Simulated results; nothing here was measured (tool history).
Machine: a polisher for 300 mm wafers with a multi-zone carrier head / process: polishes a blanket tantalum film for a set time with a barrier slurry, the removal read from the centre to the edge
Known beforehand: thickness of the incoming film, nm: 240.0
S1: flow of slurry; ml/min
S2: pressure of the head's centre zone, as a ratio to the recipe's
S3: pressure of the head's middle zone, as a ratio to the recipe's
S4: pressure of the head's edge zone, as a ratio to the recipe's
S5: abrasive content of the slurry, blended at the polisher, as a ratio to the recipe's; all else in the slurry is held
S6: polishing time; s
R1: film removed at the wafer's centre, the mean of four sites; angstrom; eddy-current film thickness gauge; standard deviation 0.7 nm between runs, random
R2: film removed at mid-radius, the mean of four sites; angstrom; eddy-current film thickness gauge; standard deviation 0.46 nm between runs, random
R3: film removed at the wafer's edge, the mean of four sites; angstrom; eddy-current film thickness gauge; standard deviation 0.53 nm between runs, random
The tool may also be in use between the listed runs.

{"run": 1, "hour": 0.0, "S1": 230, "S2": 1.0, "S3": 1.0, "S4": 1.0, "S5": 1.0, "S6": 56, "R1": 854.2, "R2": 925.5, "R3": 907.77}
{"run": 2, "hour": 7.0, "S1": 280, "S2": 1.0, "S3": 1.0, "S4": 1.0, "S5": 1.0, "S6": 56, "R1": 856.0, "R2": 939.5, "R3": 901.55}
{"run": 3, "hour": 14.3, "S1": 290, "S2": 0.98, "S3": 1.02, "S4": 0.96, "S5": 0.85, "S6": 49, "R1": 687.89, "R2": 799.01, "R3": 751.21}
{"run": 4, "hour": 18.5, "S1": 300, "S2": 1.0, "S3": 1.05, "S4": 0.92, "S5": 0.75, "S6": 44, "R1": 600.37, "R2": 696.69, "R3": 623.7}
{"run": 5, "hour": 21.3, "S1": 300, "S2": 1.0, "S3": 1.05, "S4": 0.92, "S5": 0.55, "S6": 44, "R1": 511.25, "R2": 581.88, "R3": 526.77}
{"run": 6, "hour": 28.2, "S1": 250, "S2": 1.0, "S3": 1.05, "S4": 0.92, "S5": 0.55, "S6": 44, "R1": 504.7, "R2": 573.51, "R3": 515.35}

Estimate the outcome of run 7 from the log above:
{"run": 7, "hour": 34.8, "S1": 245, "S2": 0.99, "S3": 1.06, "S4": 0.9, "S5": 0.55, "S6": 44, "R1": "?", "R2": "?", "R3": "?"}

R1: 501.73 angstrom
R2: 581.01 angstrom
R3: 500.31 angstrom
